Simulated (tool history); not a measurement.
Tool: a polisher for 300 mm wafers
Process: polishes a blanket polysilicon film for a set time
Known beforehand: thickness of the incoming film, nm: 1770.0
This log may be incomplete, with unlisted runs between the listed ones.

| run | day | flow of slurry (ml/min) | pressure of the wafer on the pad (kPa) | speed of the pad under the wafer (m/s) | polishing time (s) | film removed (Å) |
|---|---|---|---|---|---|---|
| 1 | 0 | 190 | 19.3 | 0.9 | 96 | 7291.8 |
| 2 | 0.179 | 190 | 17.2 | 0.9 | 96 | 6855.7 |
| 3 | 0.279 | 190 | 17.2 | 0.9 | 96 | 6928.2 |
| 4 | 0.608 | 190 | 17.2 | 1.08 | 96 | 8121.1 |
| 5 | 0.908 | 190 | 17.2 | 0.94 | 96 | 7092.3 |
| 6 | 1.171 | 190 | 15.2 | 0.9 | 96 | 5976.3 |
| 7 | 1.396 | 190 | 13.8 | 0.9 | 96 | 5748.5 |
| 8 | 1.471 | 185 | 9 | 0.82 | 96 | 3977.9 |

What will run 9 give?
| 9 | 1.625 | 185 | 9.7 | 0.82 | 96 | ? |

Run 9 came out at film removed (Å) 4111.7.

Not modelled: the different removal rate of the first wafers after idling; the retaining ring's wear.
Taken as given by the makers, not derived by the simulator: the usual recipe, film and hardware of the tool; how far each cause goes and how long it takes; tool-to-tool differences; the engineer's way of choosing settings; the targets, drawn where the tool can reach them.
